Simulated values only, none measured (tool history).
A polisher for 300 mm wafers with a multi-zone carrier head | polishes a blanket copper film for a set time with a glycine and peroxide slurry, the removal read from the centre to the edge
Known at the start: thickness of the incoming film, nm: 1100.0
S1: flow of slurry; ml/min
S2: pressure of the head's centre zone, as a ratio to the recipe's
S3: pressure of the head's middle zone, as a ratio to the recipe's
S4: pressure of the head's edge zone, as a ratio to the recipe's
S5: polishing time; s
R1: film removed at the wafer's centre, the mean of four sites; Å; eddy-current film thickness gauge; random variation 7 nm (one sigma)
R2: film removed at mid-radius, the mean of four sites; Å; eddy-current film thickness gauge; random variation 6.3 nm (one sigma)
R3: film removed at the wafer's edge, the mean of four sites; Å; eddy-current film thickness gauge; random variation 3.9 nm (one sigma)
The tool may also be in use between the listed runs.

run	day	S1	S2	S3	S4	S5	R1	R2	R3
1	0	130	1	1	1	72	4295.1	4313.9	4392.2
2	0.096	140	1.02	1.04	1.02	74	4497.6	4658.4	4528.1
3	0.396	150	1.04	1.06	1.03	77	5003.8	5004.9	4857.2
4	0.546	150	1.12	1.06	1.03	77	5367.2	5061.5	4815.3
5	0.738	150	1.12	1.11	1.03	77	5320.5	5201.4	4868.4
6	0.858	150	1.12	1.11	1.03	59	4150.1	4034.1	3713.2
7	1.092	160	1.12	1.13	1.04	64	4547.6	4502.3	4170
8	1.238	165	1.12	1.14	1.03	68	4831.6	4819.4	4353.3
9	1.346	170	1.12	1.15	1.03	71	5168.2	5067.6	4500.6
10	1.408	175	1.11	1.16	1.04	74	5321.3	5383.4	4810

Forecast run 11:
11	1.667	180	1.11	1.17	1.04	76	?	?	?

Run 11 gave R1 5450.7 Å, R2 5577 Å, R3 4912.8 Å.

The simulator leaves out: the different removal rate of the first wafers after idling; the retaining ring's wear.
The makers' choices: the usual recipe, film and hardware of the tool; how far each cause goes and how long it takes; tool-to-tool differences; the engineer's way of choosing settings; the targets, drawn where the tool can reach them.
